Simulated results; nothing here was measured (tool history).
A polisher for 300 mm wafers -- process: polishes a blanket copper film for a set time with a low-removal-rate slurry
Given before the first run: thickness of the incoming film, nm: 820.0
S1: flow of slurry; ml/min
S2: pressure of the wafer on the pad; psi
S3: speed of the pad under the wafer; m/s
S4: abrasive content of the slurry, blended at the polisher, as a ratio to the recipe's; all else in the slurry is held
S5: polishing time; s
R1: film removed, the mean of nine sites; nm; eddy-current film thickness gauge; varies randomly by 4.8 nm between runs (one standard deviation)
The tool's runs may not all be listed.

| run | hour | S1 | S2 | S3 | S4 | S5 | R1 |
|---|---|---|---|---|---|---|---|
| 1 | 0 | 205 | 2.2 | 1.2 | 1 | 62 | 200.5 |
| 2 | 4.6 | 205 | 2.5 | 1.22 | 1 | 62 | 223.33 |
| 3 | 11 | 205 | 2.1 | 1.22 | 1 | 62 | 197.02 |
| 4 | 15.1 | 205 | 2.4 | 1.24 | 1 | 62 | 222.34 |
| 5 | 21.4 | 205 | 2.4 | 1.44 | 1 | 62 | 246.65 |
| 6 | 24.6 | 170 | 2.4 | 1.44 | 1 | 62 | 247.81 |
| 7 | 27 | 170 | 2.6 | 1.46 | 1 | 62 | 254.33 |
| 8 | 33.3 | 175 | 2.8 | 1.48 | 1 | 62 | 278.46 |
| 9 | 38.5 | 175 | 2.9 | 1.5 | 1 | 62 | 294.62 |
| 10 | 47.3 | 175 | 3 | 1.5 | 1 | 62 | 291.09 |

What will run 11 give?
| 11 | 55 | 175 | 3.1 | 1.52 | 1 | 62 | ? |

Run 11 measured R1 311.8 nm.
